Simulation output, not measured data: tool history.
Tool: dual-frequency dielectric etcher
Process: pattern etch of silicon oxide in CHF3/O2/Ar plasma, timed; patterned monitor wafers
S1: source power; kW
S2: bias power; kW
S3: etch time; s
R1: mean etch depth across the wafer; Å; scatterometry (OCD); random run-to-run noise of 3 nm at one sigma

Run 1, hour 0.0: S1 0.880 kW, S2 0.140 kW, S3 248.0 s. Result: R1 5400.1 Å.
Run 2, hour 4.8: S1 0.820 kW, S2 0.140 kW, S3 248.0 s. Result: R1 5216.7 Å.
Run 3, hour 12.4: S1 0.820 kW, S2 0.121 kW, S3 248.0 s. Result: R1 4970.0 Å.
Run 4, hour 18.4: S1 0.880 kW, S2 0.121 kW, S3 248.0 s. Result: R1 5130.9 Å.
Run 5, hour 21.2: S1 0.970 kW, S2 0.124 kW, S3 248.0 s. Result: R1 5371.7 Å.
Run 6, hour 30.2: S1 0.970 kW, S2 0.124 kW, S3 227.5 s. Result: R1 4945.7 Å.

Predict the results of run 7:
Run 7, hour 31.5: S1 1.030 kW, S2 0.137 kW, S3 229.5 s. Result: R1 ?.

{"run 7": {"R1": 5314.1}}
